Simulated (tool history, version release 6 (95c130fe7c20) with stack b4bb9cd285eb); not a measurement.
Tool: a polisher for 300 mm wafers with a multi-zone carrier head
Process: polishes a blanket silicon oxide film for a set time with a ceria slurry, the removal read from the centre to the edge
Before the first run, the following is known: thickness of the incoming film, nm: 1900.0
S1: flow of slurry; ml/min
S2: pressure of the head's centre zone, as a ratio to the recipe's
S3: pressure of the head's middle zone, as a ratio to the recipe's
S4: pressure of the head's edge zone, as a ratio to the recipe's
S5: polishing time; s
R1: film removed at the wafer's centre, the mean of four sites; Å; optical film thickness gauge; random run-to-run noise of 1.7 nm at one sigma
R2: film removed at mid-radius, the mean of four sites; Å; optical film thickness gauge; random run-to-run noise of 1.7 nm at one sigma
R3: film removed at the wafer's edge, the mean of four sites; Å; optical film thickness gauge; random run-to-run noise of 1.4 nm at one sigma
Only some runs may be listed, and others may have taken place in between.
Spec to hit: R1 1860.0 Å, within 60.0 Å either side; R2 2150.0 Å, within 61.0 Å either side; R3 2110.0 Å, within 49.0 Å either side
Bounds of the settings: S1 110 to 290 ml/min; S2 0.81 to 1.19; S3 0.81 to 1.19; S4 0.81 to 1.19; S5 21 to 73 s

Run 1, hour 0.0: S1 185 ml/min, S2 1.00, S3 1.00, S4 1.00, S5 47 s. Result: R1 1569.5 Å, R2 1587.7 Å, R3 1592.6 Å.
Run 2, hour 9.0: S1 185 ml/min, S2 1.00, S3 1.08, S4 1.00, S5 47 s. Result: R1 1592.3 Å, R2 1720.8 Å, R3 1578.4 Å.
Run 3, hour 17.8: S1 200 ml/min, S2 0.98, S3 1.08, S4 1.05, S5 49 s. Result: R1 1637.5 Å, R2 1796.0 Å, R3 1701.0 Å.
Run 4, hour 18.6: S1 200 ml/min, S2 0.98, S3 1.08, S4 1.05, S5 58 s. Result: R1 1956.5 Å, R2 2167.6 Å, R3 2027.4 Å.
Run 5, hour 23.2: S1 200 ml/min, S2 0.97, S3 1.08, S4 1.07, S5 58 s. Result: R1 1915.6 Å, R2 2153.0 Å, R3 2017.9 Å.
Run 6, hour 27.3: S1 200 ml/min, S2 0.97, S3 1.08, S4 1.07, S5 48 s. Result: R1 1616.9 Å, R2 1735.6 Å, R3 1653.6 Å.
Run 7, hour 30.0: S1 205 ml/min, S2 0.94, S3 1.08, S4 1.09, S5 51 s. Result: R1 1645.6 Å, R2 1895.2 Å, R3 1779.7 Å.
Run 8, hour 31.8: S1 215 ml/min, S2 0.93, S3 1.07, S4 1.12, S5 53 s. Result: R1 1708.1 Å, R2 1932.5 Å, R3 1866.9 Å.
Run 9, hour 34.0: S1 220 ml/min, S2 0.92, S3 1.07, S4 1.14, S5 54 s. Result: R1 1756.2 Å, R2 1977.7 Å, R3 1947.5 Å.
Run 10, hour 41.6: S1 270 ml/min, S2 0.90, S3 1.11, S4 1.19, S5 55 s. Result: R1 1771.5 Å, R2 2150.2 Å, R3 2048.6 Å.

Which of these 5 next moves meets every target?
Run A, hour 49.2: S1 160 ml/min, S2 0.93, S3 1.08, S4 1.18, S5 60 s. Result: R1 ?, R2 ?, R3 ?.
Run B, hour 49.2: S1 270 ml/min, S2 0.98, S3 1.06, S4 1.18, S5 57 s. Result: R1 ?, R2 ?, R3 ?.
Run C, hour 49.2: S1 225 ml/min, S2 1.02, S3 1.19, S4 1.10, S5 56 s. Result: R1 ?, R2 ?, R3 ?.
Run D, hour 49.2: S1 280 ml/min, S2 0.94, S3 1.09, S4 1.19, S5 61 s. Result: R1 ?, R2 ?, R3 ?.
Run E, hour 49.2: S1 225 ml/min, S2 0.96, S3 1.14, S4 1.16, S5 54 s. Result: R1 ?, R2 ?, R3 ?.

move      R1      R2      R3
   A  1882.1  2156.4  2087.5
   B  2023.5  2148.5  2079.9
   C  2027.0  2285.6  1964.0
   D  2085.2  2363.7  2237.4
   E  1838.1  2124.3  1928.3
A: all results land within tolerance of their targets
B: moves the result that the last run missed by most past its target, out the other side
C: moves the result that the last run missed by most past its target, out the other side
D: moves the result that the last run missed by most past its target, out the other side
E: gets the furthest-off result to its target, but another result is out of tolerance
A meets every target.
